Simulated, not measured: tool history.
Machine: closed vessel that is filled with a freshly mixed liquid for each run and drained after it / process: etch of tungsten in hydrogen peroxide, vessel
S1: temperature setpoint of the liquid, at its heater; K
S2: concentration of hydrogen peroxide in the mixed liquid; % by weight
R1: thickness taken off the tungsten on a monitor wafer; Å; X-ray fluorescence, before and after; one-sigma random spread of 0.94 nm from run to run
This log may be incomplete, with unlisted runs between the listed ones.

{"run": 1, "hour": 0.0, "S1": 316.15, "S2": 22, "time in the liquid (s)": 100, "R1": 915.64}
{"run": 2, "hour": 6.5, "S1": 319.65, "S2": 22, "time in the liquid (s)": 100, "R1": 1144.2}
{"run": 3, "hour": 8.2, "S1": 319.65, "S2": 22, "time in the liquid (s)": 100, "R1": 1151.4}
{"run": 4, "hour": 16.9, "S1": 317.15, "S2": 22, "time in the liquid (s)": 100, "R1": 989.18}
{"run": 5, "hour": 25.5, "S1": 317.15, "S2": 22, "time in the liquid (s)": 105, "R1": 1029.8}
{"run": 6, "hour": 32.2, "S1": 313.65, "S2": 22, "time in the liquid (s)": 105, "R1": 819.08}

Forecast run 7:
{"run": 7, "hour": 33.3, "S1": 315.15, "S2": 22, "time in the liquid (s)": 105, "R1": "?"}

Run 7 produced R1 907.78 Å.

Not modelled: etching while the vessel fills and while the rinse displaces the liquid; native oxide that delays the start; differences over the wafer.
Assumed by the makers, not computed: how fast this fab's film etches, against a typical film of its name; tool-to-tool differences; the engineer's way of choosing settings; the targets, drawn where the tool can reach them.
